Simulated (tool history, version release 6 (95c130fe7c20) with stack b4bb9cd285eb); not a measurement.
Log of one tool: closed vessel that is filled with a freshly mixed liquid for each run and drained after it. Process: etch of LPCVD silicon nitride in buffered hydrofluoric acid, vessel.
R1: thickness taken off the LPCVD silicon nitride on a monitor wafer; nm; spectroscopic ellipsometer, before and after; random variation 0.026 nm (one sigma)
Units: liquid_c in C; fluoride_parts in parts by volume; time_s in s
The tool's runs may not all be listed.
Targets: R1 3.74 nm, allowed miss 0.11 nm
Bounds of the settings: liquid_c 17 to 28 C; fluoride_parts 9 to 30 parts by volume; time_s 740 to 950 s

run 1 day=0 | liquid_c=20 fluoride_parts=24 time_s=950 | R1=4.6671
run 2 day=0.267 | liquid_c=19.5 fluoride_parts=24.5 time_s=950 | R1=4.4631
run 3 day=0.292 | liquid_c=23 fluoride_parts=24.5 time_s=950 | R1=5.379
run 4 day=0.583 | liquid_c=23 fluoride_parts=18 time_s=950 | R1=7.0016
run 5 day=0.688 | liquid_c=22 fluoride_parts=19.5 time_s=945 | R1=6.1122
run 6 day=0.879 | liquid_c=21 fluoride_parts=21 time_s=940 | R1=5.4131
run 7 day=0.983 | liquid_c=20 fluoride_parts=22 time_s=940 | R1=4.9597
run 8 day=1.308 | liquid_c=19.5 fluoride_parts=22.5 time_s=940 | R1=4.6856
run 9 day=1.408 | liquid_c=19 fluoride_parts=23 time_s=940 | R1=4.4962

Which of these 4 next moves meets every target?
run A day=1.508 | liquid_c=18 fluoride_parts=22.5 time_s=805 | R1=?
run B day=1.508 | liquid_c=18 fluoride_parts=16.5 time_s=880 | R1=?
run C day=1.508 | liquid_c=19.5 fluoride_parts=18.5 time_s=900 | R1=?
run D day=1.508 | liquid_c=18.5 fluoride_parts=18.5 time_s=950 | R1=?

move=A R1=3.7365
move=B R1=5.3581
move=C R1=5.3282
move=D R1=5.3153
A: meets every target
B: further off than the last run
C: further off than the last run
D: further off than the last run
The right move is A.

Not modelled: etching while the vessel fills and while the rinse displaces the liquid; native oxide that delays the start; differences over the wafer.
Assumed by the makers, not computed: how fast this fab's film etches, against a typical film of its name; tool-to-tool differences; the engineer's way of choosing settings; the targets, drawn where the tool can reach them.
